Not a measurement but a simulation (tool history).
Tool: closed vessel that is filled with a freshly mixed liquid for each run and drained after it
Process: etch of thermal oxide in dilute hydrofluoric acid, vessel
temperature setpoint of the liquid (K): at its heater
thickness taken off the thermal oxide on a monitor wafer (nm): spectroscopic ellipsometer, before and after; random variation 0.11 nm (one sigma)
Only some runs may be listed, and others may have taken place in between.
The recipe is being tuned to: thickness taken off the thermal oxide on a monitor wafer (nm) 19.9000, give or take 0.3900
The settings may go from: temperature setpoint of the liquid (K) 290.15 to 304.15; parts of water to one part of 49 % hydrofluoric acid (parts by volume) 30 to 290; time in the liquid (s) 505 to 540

run,hour,temperature setpoint of the liquid (K),parts of water to one part of 49 % hydrofluoric acid (parts by volume),time in the liquid (s),thickness taken off the thermal oxide on a monitor wafer (nm)
1,0.0,296.15,160,505,13.7050
2,9.0,292.65,160,505,11.8220
3,11.6,293.65,160,505,12.2340
4,19.6,294.65,160,505,12.8170
5,23.7,294.65,160,540,13.6600
6,28.1,294.65,160,540,13.5540
7,35.0,295.65,160,540,14.2860
8,41.5,296.65,160,540,14.7780

Which of these 5 next moves meets every target?
A,48.0,296.15,145,540,?
B,48.0,297.65,120,540,?
C,48.0,293.15,205,540,?
D,48.0,298.15,205,525,?
E,48.0,301.65,145,540,?

move,thickness taken off the thermal oxide on a monitor wafer (nm)
A,16.2640
B,21.4450
C,9.6222
D,11.2820
E,20.0110
A: gains on the last run, yet a result remains outside its allowed miss
B: pushes the last run's worst result past its target
C: moves away from the targets compared with the last run
D: moves away from the targets compared with the last run
E: all results land within tolerance of their targets
So the answer is move E, the one that meets all the targets.
